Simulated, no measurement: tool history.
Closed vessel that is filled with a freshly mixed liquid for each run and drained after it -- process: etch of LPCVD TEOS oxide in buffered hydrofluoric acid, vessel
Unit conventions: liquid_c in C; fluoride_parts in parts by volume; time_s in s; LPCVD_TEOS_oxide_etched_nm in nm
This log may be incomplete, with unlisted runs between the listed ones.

run 1 day=0.000 | liquid_c=21.0 fluoride_parts=17.5 time_s=85 | LPCVD_TEOS_oxide_etched_nm=119.160
run 2 day=0.308 | liquid_c=17.5 fluoride_parts=17.5 time_s=85 | LPCVD_TEOS_oxide_etched_nm=97.541
run 3 day=0.417 | liquid_c=17.5 fluoride_parts=20.0 time_s=85 | LPCVD_TEOS_oxide_etched_nm=84.922
run 4 day=0.767 | liquid_c=20.5 fluoride_parts=19.5 time_s=85 | LPCVD_TEOS_oxide_etched_nm=103.010
run 5 day=1.125 | liquid_c=20.5 fluoride_parts=15.5 time_s=85 | LPCVD_TEOS_oxide_etched_nm=128.860
run 6 day=1.354 | liquid_c=22.0 fluoride_parts=15.5 time_s=85 | LPCVD_TEOS_oxide_etched_nm=141.870

For run 7, what comes out?
run 7 day=1.642 | liquid_c=26.0 fluoride_parts=15.5 time_s=85 | LPCVD_TEOS_oxide_etched_nm=?

LPCVD_TEOS_oxide_etched_nm: 175.430 nm
